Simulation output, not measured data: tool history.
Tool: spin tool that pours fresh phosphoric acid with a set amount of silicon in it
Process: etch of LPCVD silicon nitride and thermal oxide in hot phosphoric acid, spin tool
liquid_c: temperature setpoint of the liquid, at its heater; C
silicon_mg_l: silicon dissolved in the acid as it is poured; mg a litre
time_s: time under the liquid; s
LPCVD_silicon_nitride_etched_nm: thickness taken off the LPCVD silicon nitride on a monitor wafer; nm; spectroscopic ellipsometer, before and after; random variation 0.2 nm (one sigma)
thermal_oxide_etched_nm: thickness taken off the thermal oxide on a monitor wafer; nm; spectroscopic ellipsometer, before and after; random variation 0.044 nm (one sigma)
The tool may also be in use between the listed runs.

| run | hour | liquid_c | silicon_mg_l | time_s | LPCVD_silicon_nitride_etched_nm | thermal_oxide_etched_nm |
|---|---|---|---|---|---|---|
| 1 | 0 | 161 | 11 | 180 | 14.908 | 0.36301 |
| 2 | 1.1 | 163 | 11 | 180 | 16.006 | 0.43324 |
| 3 | 9.5 | 163 | 11 | 130 | 11.563 | 0.27516 |
| 4 | 13.9 | 163 | 6 | 130 | 11.444 | 0.35708 |
| 5 | 19.3 | 163 | 6 | 175 | 15.791 | 0.46826 |
| 6 | 25.6 | 163 | 6.5 | 180 | 16.196 | 0.49713 |
| 7 | 27 | 163 | 7.5 | 185 | 16.378 | 0.47481 |

Run 8, settings as shown, results not yet in. Your forecast:
| 8 | 30.7 | 163 | 8 | 190 | ? | ? |

Run 8 came out at LPCVD_silicon_nitride_etched_nm 16.968 nm, thermal_oxide_etched_nm 0.53754 nm.

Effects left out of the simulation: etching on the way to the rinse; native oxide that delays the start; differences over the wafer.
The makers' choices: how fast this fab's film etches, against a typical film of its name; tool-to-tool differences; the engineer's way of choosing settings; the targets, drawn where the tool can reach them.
